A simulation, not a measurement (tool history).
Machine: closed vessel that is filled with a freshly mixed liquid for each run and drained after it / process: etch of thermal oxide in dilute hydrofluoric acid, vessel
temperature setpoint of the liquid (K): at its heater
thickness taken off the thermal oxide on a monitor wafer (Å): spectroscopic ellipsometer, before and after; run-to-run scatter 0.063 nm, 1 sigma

| run | hour | temperature setpoint of the liquid (K) | parts of water to one part of 49 % hydrofluoric acid (parts by volume) | time in the liquid (s) | thickness taken off the thermal oxide on a monitor wafer (Å) |
|---|---|---|---|---|---|
| 1 | 0 | 298.15 | 110 | 90 | 37.795 |
| 2 | 7 | 300.15 | 90 | 90 | 51.265 |
| 3 | 7.9 | 301.65 | 75 | 90 | 66.546 |
| 4 | 15.4 | 301.65 | 50 | 90 | 103.75 |
| 5 | 17.8 | 303.15 | 50 | 90 | 109.5 |
| 6 | 20 | 303.65 | 50 | 90 | 111.57 |
| 7 | 23.1 | 304.15 | 50 | 90 | 114.32 |
|  | 24.1 | hydrofluoric acid flow meter replaced |
| 8 | 24.1 | 304.65 | 50 | 90 | 122.95 |
| 9 | 28.2 | 305.15 | 50 | 90 | 125.94 |
| 10 | 29.8 | 305.65 | 50 | 90 | 129.37 |

Run 11 comes next. What will it give?
| 11 | 32.1 | 306.15 | 50 | 90 | ? |

Logged for run 11: thickness taken off the thermal oxide on a monitor wafer (Å) 131.01.
